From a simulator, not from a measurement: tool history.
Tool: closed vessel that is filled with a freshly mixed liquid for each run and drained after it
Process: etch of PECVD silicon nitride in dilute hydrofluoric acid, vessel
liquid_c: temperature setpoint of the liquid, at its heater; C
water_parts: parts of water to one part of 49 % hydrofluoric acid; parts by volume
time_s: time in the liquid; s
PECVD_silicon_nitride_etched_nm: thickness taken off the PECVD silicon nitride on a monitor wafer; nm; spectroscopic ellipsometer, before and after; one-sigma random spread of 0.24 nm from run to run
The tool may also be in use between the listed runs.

run	hour	liquid_c	water_parts	time_s	PECVD_silicon_nitride_etched_nm
1	0.0	24.0	145	2125	22.758
2	1.8	24.0	180	2125	18.468
3	9.5	27.0	180	2125	22.492
4	14.5	27.5	180	2125	23.013
5	17.0	27.5	180	2290	24.784
6	24.2	28.0	180	2290	25.301

What will run 7 give?
7	31.0	28.5	180	2290	?

Run 7 produced PECVD_silicon_nitride_etched_nm 26.160 nm.
